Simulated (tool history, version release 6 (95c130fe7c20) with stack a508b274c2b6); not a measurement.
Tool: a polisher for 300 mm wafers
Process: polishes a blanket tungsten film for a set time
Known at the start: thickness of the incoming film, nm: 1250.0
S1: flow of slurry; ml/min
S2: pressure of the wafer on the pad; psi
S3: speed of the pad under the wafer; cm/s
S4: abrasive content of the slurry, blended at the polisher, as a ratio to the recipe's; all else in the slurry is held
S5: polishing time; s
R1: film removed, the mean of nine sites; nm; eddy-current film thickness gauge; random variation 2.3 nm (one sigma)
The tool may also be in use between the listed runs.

run,hour,S1,S2,S3,S4,S5,R1
1,0.0,255,3.9,96,1.00,98,391.71
2,0.6,250,3.8,96,1.00,98,379.36
3,3.6,210,3.8,96,1.00,98,365.80
4,7.7,200,3.8,96,1.00,98,367.95
5,13.1,200,3.8,96,1.00,103,388.67
# hour 19.3: worn pad replaced by a new one
6,19.3,200,3.8,96,1.15,103,450.21

The next listed run, before its measurement:
7,22.2,195,3.6,96,1.15,103,?

{"run 7": {"R1": 417.31}}
